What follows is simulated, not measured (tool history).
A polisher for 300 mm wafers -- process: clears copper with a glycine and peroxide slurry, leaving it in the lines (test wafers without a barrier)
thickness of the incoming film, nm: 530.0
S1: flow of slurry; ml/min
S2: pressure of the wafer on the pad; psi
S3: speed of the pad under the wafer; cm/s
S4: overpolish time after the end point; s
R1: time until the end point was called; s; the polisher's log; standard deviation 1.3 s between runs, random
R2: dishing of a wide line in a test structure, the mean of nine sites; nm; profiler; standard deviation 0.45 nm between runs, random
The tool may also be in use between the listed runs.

| run | hour | S1 | S2 | S3 | S4 | R1 | R2 |
|---|---|---|---|---|---|---|---|
| 1 | 0 | 270 | 3.2 | 78 | 23 | 120.25 | 67.831 |
| 2 | 8.2 | 240 | 3.2 | 78 | 23 | 122.66 | 64.817 |
| 3 | 15.8 | 230 | 3 | 80 | 21 | 126.21 | 57.951 |
| 4 | 19.8 | 220 | 2.8 | 84 | 19 | 129.5 | 54.192 |
| 5 | 21.2 | 210 | 2.8 | 82 | 17 | 130.95 | 46.371 |
| 6 | 24.5 | 205 | 2.8 | 80 | 16 | 136.81 | 43.014 |

Run 7 is up next; what results do you expect?
| 7 | 32.6 | 200 | 2.9 | 78 | 15 | ? | ? |

R1: 135.27 s
R2: 41.878 nm
